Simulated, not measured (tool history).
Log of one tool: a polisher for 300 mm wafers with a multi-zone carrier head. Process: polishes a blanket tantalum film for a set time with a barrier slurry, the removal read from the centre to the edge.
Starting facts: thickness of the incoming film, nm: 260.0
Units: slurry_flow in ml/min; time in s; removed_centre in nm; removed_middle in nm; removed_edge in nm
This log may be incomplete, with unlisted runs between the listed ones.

Run 1, hour 0.0: slurry_flow 190 ml/min, centre_zone 1.00, middle_zone 1.00, edge_zone 1.00, slurry_solids 1.00, time 31 s. Result: removed_centre 49.204 nm, removed_middle 47.999 nm, removed_edge 46.658 nm.
Run 2, hour 6.2: slurry_flow 185 ml/min, centre_zone 0.98, middle_zone 1.01, edge_zone 0.96, slurry_solids 0.85, time 29 s. Result: removed_centre 44.313 nm, removed_middle 42.092 nm, removed_edge 40.670 nm.
Run 3, hour 11.0: slurry_flow 185 ml/min, centre_zone 0.98, middle_zone 1.01, edge_zone 1.05, slurry_solids 0.85, time 29 s. Result: removed_centre 42.945 nm, removed_middle 42.142 nm, removed_edge 42.519 nm.
Run 4, hour 15.6: slurry_flow 180 ml/min, centre_zone 0.94, middle_zone 1.04, edge_zone 1.01, slurry_solids 0.75, time 28 s. Result: removed_centre 39.347 nm, removed_middle 40.509 nm, removed_edge 38.399 nm.
Run 5, hour 22.8: slurry_flow 170 ml/min, centre_zone 0.91, middle_zone 1.05, edge_zone 0.98, slurry_solids 0.70, time 27 s. Result: removed_centre 34.718 nm, removed_middle 37.962 nm, removed_edge 35.294 nm.
Run 6, hour 28.5: slurry_flow 170 ml/min, centre_zone 0.91, middle_zone 1.02, edge_zone 0.98, slurry_solids 0.70, time 27 s. Result: removed_centre 34.397 nm, removed_middle 36.499 nm, removed_edge 34.945 nm.
Run 7, hour 31.0: slurry_flow 165 ml/min, centre_zone 0.90, middle_zone 1.02, edge_zone 0.94, slurry_solids 0.65, time 27 s. Result: removed_centre 33.050 nm, removed_middle 34.786 nm, removed_edge 33.686 nm.
Run 8, hour 33.2: slurry_flow 165 ml/min, centre_zone 0.89, middle_zone 1.04, edge_zone 0.91, slurry_solids 0.60, time 27 s. Result: removed_centre 31.480 nm, removed_middle 33.549 nm, removed_edge 31.660 nm.

For run 9, what comes out?
Run 9, hour 41.1: slurry_flow 140 ml/min, centre_zone 0.87, middle_zone 1.11, edge_zone 0.82, slurry_solids 0.60, time 27 s. Result: removed_centre ?, removed_middle ?, removed_edge ?.

{"run 9": {"removed_centre": 29.317, "removed_middle": 35.402, "removed_edge": 29.361}}
